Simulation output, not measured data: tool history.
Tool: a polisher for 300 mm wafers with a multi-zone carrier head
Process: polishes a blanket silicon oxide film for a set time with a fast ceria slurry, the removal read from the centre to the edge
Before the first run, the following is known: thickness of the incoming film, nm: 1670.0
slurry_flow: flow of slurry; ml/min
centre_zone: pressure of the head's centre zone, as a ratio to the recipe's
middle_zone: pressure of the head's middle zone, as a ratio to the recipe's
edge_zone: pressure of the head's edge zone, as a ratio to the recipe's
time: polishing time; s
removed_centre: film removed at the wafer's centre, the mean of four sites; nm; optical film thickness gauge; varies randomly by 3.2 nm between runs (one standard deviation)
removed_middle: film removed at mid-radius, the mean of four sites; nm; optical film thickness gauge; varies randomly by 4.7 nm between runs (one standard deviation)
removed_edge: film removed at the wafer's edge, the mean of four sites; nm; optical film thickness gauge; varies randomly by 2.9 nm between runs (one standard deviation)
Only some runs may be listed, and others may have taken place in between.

run,hour,slurry_flow,centre_zone,middle_zone,edge_zone,time,removed_centre,removed_middle,removed_edge
1,0,215,1,1,1,41,440.88,442.4,448.62
2,5.4,215,1.02,0.98,0.98,40,441.52,433.72,439.61
3,13.8,215,1.02,0.92,0.98,40,444.45,410.3,431.14
4,22.7,255,1.02,0.92,0.98,40,453.28,431.22,446.05
5,26.3,245,1.03,0.91,0.96,39,446.65,407.77,432.66
6,29.5,245,1.03,0.91,0.96,45,512.27,470.54,484.98
7,37.4,235,1.04,0.91,0.94,43,494.42,443.97,468.34

Predict the results of run 8:
8,39.6,235,1.06,0.92,0.92,41,?,?,?

Run 8 produced removed_centre 481.6 nm, removed_middle 422.88 nm, removed_edge 448.2 nm.
